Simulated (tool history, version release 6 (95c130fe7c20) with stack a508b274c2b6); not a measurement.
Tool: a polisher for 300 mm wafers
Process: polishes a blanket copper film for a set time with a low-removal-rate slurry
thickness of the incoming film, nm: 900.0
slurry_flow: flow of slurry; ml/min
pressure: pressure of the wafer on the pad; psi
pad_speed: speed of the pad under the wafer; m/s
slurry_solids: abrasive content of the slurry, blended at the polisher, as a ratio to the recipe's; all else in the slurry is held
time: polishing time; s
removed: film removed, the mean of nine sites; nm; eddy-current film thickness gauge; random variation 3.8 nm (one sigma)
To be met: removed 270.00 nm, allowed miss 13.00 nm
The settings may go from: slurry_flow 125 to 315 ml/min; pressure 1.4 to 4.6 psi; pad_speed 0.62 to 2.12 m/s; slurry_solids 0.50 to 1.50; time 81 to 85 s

run,hour,slurry_flow,pressure,pad_speed,slurry_solids,time,removed
1,0.0,205,3.0,1.36,1.00,81,347.27
2,8.0,205,2.8,1.36,1.00,81,343.29
3,9.5,205,2.8,1.36,1.00,85,352.73
4,11.6,205,2.6,1.34,1.00,85,332.60
5,14.2,205,2.4,1.34,1.00,85,317.80
6,23.0,180,2.4,1.34,1.00,85,318.02
7,30.6,180,2.3,1.34,1.00,85,307.01
8,38.4,180,2.2,1.34,1.00,85,302.00
9,41.5,180,2.1,1.34,1.00,85,289.30

4 next moves are on the table. One of them brings every result within its allowed miss. Which?
A,44.6,175,1.8,1.32,1.05,85,?
B,44.6,175,1.6,1.48,1.25,85,?
C,44.6,125,2.3,1.52,1.15,81,?
D,44.6,185,1.7,1.56,1.25,85,?

move,removed
A,263.26
B,291.50
C,323.12
D,318.03
A: meets every target
B: further off than the last run
C: further off than the last run
D: further off than the last run
The right move is A.
